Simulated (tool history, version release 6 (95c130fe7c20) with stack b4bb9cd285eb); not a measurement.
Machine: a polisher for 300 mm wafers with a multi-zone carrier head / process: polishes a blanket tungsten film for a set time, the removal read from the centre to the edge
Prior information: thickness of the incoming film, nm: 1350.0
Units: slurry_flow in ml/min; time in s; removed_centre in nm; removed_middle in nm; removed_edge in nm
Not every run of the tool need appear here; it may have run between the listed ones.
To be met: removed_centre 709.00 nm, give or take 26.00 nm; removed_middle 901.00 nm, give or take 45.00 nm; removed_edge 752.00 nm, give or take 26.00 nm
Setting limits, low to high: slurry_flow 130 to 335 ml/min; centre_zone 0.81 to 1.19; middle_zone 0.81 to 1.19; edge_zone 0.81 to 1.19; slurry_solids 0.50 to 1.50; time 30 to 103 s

run    day  slurry_flow  centre_zone  middle_zone  edge_zone  slurry_solids  time  removed_centre  removed_middle  removed_edge
  1  0.000          215         1.00         1.00       1.00           1.00    66          532.71          557.22        552.77
  2  0.271          215         1.05         1.00       1.00           1.00    66          559.62          568.32        541.36
  3  0.583          225         1.03         1.05       1.01           1.15    69          600.19          612.57        596.01
  4  0.617          205         1.03         1.05       1.01           1.15    69          591.09          620.27        601.41
  5  0.983          190         1.01         1.09       0.96           1.20    74          619.54          690.44        630.60
  6  1.350          190         1.01         1.09       0.88           1.20    74          626.07          696.20        598.78
  7  1.417          190         0.99         1.12       0.88           1.25    77          644.53          743.28        622.17
  8  1.733          185         0.97         1.14       0.90           1.30    79          654.43          790.08        645.33
  9  1.900          185         0.97         1.14       0.90           1.30    79          650.00          789.64        643.57
 10  2.038          185         0.97         1.15       0.94           1.35    80          677.81          793.72        691.64
 11  2.300          190         0.95         1.16       0.94           1.40    82          679.27          819.64        714.41

Which single option among these 5 for the next run brings every result within its allowed miss of target? Just one does.
  A  2.562          170         0.93         1.08       0.93           1.45    94               ?               ?             ?
  B  2.562          200         1.02         1.13       0.94           1.45    77               ?               ?             ?
  C  2.562          185         0.98         1.11       0.84           1.35    92               ?               ?             ?
  D  2.562          245         0.92         1.10       0.94           1.50    89               ?               ?             ?
  E  2.562          130         0.95         1.19       0.96           1.30    90               ?               ?             ?

move  removed_centre  removed_middle  removed_edge
   A          764.03          905.26        816.65
   B          689.61          780.92        678.54
   C          775.48          897.13        753.18
   D          747.03          904.56        800.94
   E          707.95          896.44        758.70
A: meets the target for the result that was furthest off, but another lies outside its allowed miss
B: misses by more than the last run did
C: meets the target for the result that was furthest off, but another lies outside its allowed miss
D: meets the target for the result that was furthest off, but another lies outside its allowed miss
E: all results land within tolerance of their targets
The right move is E.
